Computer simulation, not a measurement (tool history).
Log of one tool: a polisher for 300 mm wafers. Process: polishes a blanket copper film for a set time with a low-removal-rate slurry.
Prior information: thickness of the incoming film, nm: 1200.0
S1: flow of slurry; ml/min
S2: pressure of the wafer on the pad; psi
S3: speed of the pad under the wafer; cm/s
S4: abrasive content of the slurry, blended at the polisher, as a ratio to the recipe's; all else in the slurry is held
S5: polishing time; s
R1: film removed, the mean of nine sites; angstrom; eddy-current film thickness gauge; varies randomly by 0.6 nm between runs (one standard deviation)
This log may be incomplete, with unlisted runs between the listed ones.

run	day	S1	S2	S3	S4	S5	R1
1	0.000	135	1.8	116	1.00	38	881.24
2	0.300	135	1.8	116	0.85	38	857.62
3	0.671	135	1.8	116	0.85	35	764.27
4	0.950	130	1.6	116	0.85	35	696.93
5	1.254	130	1.5	116	0.85	35	679.20
6	1.350	130	1.4	116	0.85	35	643.99
7	1.571	125	1.3	116	0.85	35	596.90

Run 8 is up next; what results do you expect?
8	1.792	120	1.3	116	0.85	35	?

Run 8 measured R1 593.18 angstrom.

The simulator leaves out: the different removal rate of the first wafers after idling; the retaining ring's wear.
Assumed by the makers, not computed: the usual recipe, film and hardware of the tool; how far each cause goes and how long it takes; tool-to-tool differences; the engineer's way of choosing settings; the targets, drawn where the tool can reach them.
